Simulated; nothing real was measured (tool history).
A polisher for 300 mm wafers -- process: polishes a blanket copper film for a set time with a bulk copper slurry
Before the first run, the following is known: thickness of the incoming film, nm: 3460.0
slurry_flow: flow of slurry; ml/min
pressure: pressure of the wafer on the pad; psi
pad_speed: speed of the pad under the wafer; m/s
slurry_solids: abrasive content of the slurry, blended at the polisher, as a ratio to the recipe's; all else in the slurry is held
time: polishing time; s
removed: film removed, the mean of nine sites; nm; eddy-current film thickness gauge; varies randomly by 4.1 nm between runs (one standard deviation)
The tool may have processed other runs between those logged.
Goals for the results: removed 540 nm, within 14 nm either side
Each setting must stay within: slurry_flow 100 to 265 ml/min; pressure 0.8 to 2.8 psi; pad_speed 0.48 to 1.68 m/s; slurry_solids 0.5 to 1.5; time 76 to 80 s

{"run": 1, "hour": 0.0, "slurry_flow": 170, "pressure": 1.8, "pad_speed": 1.08, "slurry_solids": 1, "time": 76, "removed": 403.15}
{"run": 2, "hour": 9.0, "slurry_flow": 175, "pressure": 1.9, "pad_speed": 1.08, "slurry_solids": 1, "time": 76, "removed": 435.69}
{"run": 3, "hour": 11.9, "slurry_flow": 175, "pressure": 1.9, "pad_speed": 1.08, "slurry_solids": 1.1, "time": 76, "removed": 446.5}
{"run": 4, "hour": 20.1, "slurry_flow": 175, "pressure": 1.9, "pad_speed": 0.98, "slurry_solids": 1.1, "time": 76, "removed": 402.78}
{"run": 5, "hour": 21.9, "slurry_flow": 200, "pressure": 1.9, "pad_speed": 0.98, "slurry_solids": 1.1, "time": 76, "removed": 406.4}
{"run": 6, "hour": 29.3, "slurry_flow": 200, "pressure": 2.3, "pad_speed": 0.98, "slurry_solids": 1.1, "time": 76, "removed": 495}
{"run": 7, "hour": 37.3, "slurry_flow": 200, "pressure": 2.4, "pad_speed": 0.98, "slurry_solids": 1.1, "time": 76, "removed": 512.93}
{"hour": 38.3, "done": "slurry blender recalibrated"}
{"run": 8, "hour": 38.3, "slurry_flow": 200, "pressure": 2.5, "pad_speed": 0.98, "slurry_solids": 1.1, "time": 76, "removed": 567.88}

Exercise: of the 4 proposed moves below, exactly one satisfies all targets within the stated allowed misses. Which move is it?
{"run": "A", "hour": 39.3, "slurry_flow": 155, "pressure": 2.5, "pad_speed": 1.02, "slurry_solids": 1, "time": 80, "removed": "?"}
{"run": "B", "hour": 39.3, "slurry_flow": 190, "pressure": 2.6, "pad_speed": 0.94, "slurry_solids": 1.1, "time": 77, "removed": "?"}
{"run": "C", "hour": 39.3, "slurry_flow": 170, "pressure": 2.8, "pad_speed": 0.74, "slurry_solids": 1.5, "time": 80, "removed": "?"}
{"run": "D", "hour": 39.3, "slurry_flow": 205, "pressure": 2.3, "pad_speed": 0.94, "slurry_solids": 1.1, "time": 77, "removed": "?"}

move=A removed=587.01
move=B removed=574.13
move=C removed=539.43
move=D removed=514.8
A: the biggest miss grows against the last run
B: the biggest miss grows against the last run
C: in spec on every target
D: pushes the last run's worst result past its target
C is the move that brings every result within its allowed miss.
